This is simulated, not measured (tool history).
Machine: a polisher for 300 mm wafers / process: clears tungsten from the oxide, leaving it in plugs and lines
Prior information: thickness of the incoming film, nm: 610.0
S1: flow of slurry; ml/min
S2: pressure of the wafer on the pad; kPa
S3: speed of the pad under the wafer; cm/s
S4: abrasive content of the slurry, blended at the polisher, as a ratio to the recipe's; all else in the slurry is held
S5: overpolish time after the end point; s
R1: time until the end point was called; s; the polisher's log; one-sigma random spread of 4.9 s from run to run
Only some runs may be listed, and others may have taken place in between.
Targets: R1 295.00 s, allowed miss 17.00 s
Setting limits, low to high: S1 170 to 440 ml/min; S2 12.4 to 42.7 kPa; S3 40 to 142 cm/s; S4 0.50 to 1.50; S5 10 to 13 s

run  hour   S1    S2   S3    S4  S5      R1
  1   0.0  280  27.6   90  1.00  13  169.39
  2   0.8  280  27.6  100  1.00  13  151.18
  3   8.1  225  27.6  100  1.00  13  150.94
  4   9.4  225  27.6  100  1.10  13  150.25
  5  10.5  225  27.6  100  0.90  13  160.46
  6  12.1  225  27.6  100  0.90  10  159.23
  7  20.7  225  24.8   98  0.90  10  179.43
  8  23.5  225  17.2   88  0.90  10  269.08

Which of these 5 next moves meets every target?
  A  26.3  295  20.0   78  1.10  10   ?
  B  26.3  210  17.2  100  0.85  10   ?
  C  26.3  210  16.5   84  0.95  10   ?
  D  26.3  240  16.5  104  0.80  13   ?
  E  26.3  230  15.2  100  1.00  10   ?

move      R1
   A  248.72
   B  246.48
   C  293.49
   D  245.25
   E  259.77
A: its largest miss is bigger than the last run's
B: its largest miss is bigger than the last run's
C: all results land within tolerance of their targets
D: its largest miss is bigger than the last run's
E: its largest miss is bigger than the last run's
Move C is the one to make.
